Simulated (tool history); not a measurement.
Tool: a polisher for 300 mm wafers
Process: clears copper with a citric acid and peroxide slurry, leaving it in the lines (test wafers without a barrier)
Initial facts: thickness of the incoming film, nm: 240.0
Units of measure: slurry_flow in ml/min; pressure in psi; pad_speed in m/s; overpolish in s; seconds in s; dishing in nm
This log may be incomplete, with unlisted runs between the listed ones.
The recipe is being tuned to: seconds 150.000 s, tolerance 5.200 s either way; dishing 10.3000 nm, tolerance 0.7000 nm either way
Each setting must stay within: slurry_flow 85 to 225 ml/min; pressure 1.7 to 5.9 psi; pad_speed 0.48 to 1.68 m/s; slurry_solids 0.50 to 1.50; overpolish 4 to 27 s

run 1 hour=0.0 | slurry_flow=145 pressure=3.8 pad_speed=1.08 slurry_solids=1.00 overpolish=14 | seconds=84.101 dishing=11.3240
run 2 hour=2.7 | slurry_flow=145 pressure=3.8 pad_speed=1.08 slurry_solids=1.15 overpolish=14 | seconds=81.296 dishing=11.0410
run 3 hour=10.2 | slurry_flow=140 pressure=3.3 pad_speed=1.08 slurry_solids=1.15 overpolish=15 | seconds=94.563 dishing=10.6870
run 4 hour=17.7 | slurry_flow=140 pressure=3.0 pad_speed=1.08 slurry_solids=1.15 overpolish=16 | seconds=102.980 dishing=10.6840
run 5 hour=26.4 | slurry_flow=140 pressure=3.7 pad_speed=1.08 slurry_solids=1.15 overpolish=16 | seconds=83.118 dishing=11.0600
run 6 hour=29.9 | slurry_flow=140 pressure=3.3 pad_speed=1.08 slurry_solids=1.15 overpolish=17 | seconds=94.738 dishing=11.0680
run 7 hour=34.7 | slurry_flow=140 pressure=3.0 pad_speed=1.08 slurry_solids=1.15 overpolish=17 | seconds=102.580 dishing=11.1200
run 8 hour=42.2 | slurry_flow=135 pressure=2.7 pad_speed=1.08 slurry_solids=1.15 overpolish=17 | seconds=112.800 dishing=10.6290
run 9 hour=44.6 | slurry_flow=115 pressure=1.7 pad_speed=1.06 slurry_solids=1.15 overpolish=22 | seconds=181.940 dishing=10.3120
run 10 hour=51.1 | slurry_flow=125 pressure=1.7 pad_speed=1.06 slurry_solids=1.15 overpolish=21 | seconds=177.030 dishing=10.0780
run 11 hour=57.1 | slurry_flow=135 pressure=1.7 pad_speed=1.06 slurry_solids=1.15 overpolish=21 | seconds=174.050 dishing=10.0720

Consider the 4 candidate settings below. Which is the only one whose results all fall within their allowed miss of target?
run A hour=63.1 | slurry_flow=140 pressure=1.7 pad_speed=1.18 slurry_solids=0.95 overpolish=14 | seconds=? dishing=?
run B hour=63.1 | slurry_flow=135 pressure=2.3 pad_speed=0.94 slurry_solids=1.10 overpolish=21 | seconds=? dishing=?
run C hour=63.1 | slurry_flow=160 pressure=1.8 pad_speed=1.08 slurry_solids=1.00 overpolish=21 | seconds=? dishing=?
run D hour=63.1 | slurry_flow=135 pressure=1.9 pad_speed=1.04 slurry_solids=1.10 overpolish=22 | seconds=? dishing=?

move=A seconds=159.550 dishing=8.8476
move=B seconds=149.380 dishing=10.5980
move=C seconds=159.780 dishing=10.3260
move=D seconds=160.710 dishing=10.4660
A: moves toward the targets from the last run without getting all of them in spec
B: meets every target
C: moves toward the targets from the last run without getting all of them in spec
D: moves toward the targets from the last run without getting all of them in spec
So the answer is move B, the one that meets all the targets.
